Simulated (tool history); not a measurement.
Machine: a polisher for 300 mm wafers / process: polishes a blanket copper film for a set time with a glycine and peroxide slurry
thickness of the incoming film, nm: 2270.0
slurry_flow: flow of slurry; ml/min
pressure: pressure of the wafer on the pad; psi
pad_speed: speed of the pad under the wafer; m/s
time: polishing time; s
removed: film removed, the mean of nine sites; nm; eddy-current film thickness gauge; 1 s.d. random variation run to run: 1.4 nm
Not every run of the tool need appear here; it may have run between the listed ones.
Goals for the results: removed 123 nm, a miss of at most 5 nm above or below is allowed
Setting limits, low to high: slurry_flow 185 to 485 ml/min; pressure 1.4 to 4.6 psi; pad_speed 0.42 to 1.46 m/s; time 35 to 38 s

| run | hour | slurry_flow | pressure | pad_speed | time | removed |
|---|---|---|---|---|---|---|
| 1 | 0 | 310 | 3 | 0.94 | 38 | 208.03 |
| 2 | 2.5 | 310 | 2.6 | 0.92 | 38 | 183.84 |
| 3 | 7.7 | 310 | 2.3 | 0.9 | 38 | 162.12 |
| 4 | 12.5 | 310 | 2 | 0.9 | 38 | 145.01 |
| 5 | 18.8 | 310 | 2 | 0.9 | 35 | 136.32 |
| 6 | 23.4 | 310 | 2.6 | 0.9 | 35 | 165.35 |
| 7 | 26.4 | 310 | 2.4 | 0.9 | 35 | 156.02 |
| 8 | 32.8 | 310 | 2.4 | 0.9 | 35 | 153.4 |
| 9 | 39.8 | 310 | 2.2 | 0.9 | 35 | 144.71 |
| 10 | 43.8 | 310 | 2.1 | 0.9 | 35 | 139.01 |
| 11 | 51.4 | 310 | 2 | 0.9 | 35 | 134.26 |

Which single option among these 5 for the next run brings every result within its allowed miss of target? Just one does.
| A | 59 | 330 | 2.3 | 0.86 | 36 | ? |
| B | 59 | 295 | 2.2 | 0.94 | 38 | ? |
| C | 59 | 265 | 2.3 | 0.74 | 38 | ? |
| D | 59 | 335 | 1.7 | 0.9 | 36 | ? |
| E | 59 | 390 | 1.6 | 1.14 | 38 | ? |

| move | removed |
|---|---|
| A | 149.47 |
| B | 161.57 |
| C | 137.74 |
| D | 123.58 |
| E | 150.34 |
A: moves away from the targets compared with the last run
B: moves away from the targets compared with the last run
C: moves away from the targets compared with the last run
D: meets every target
E: moves away from the targets compared with the last run
The right move is D.

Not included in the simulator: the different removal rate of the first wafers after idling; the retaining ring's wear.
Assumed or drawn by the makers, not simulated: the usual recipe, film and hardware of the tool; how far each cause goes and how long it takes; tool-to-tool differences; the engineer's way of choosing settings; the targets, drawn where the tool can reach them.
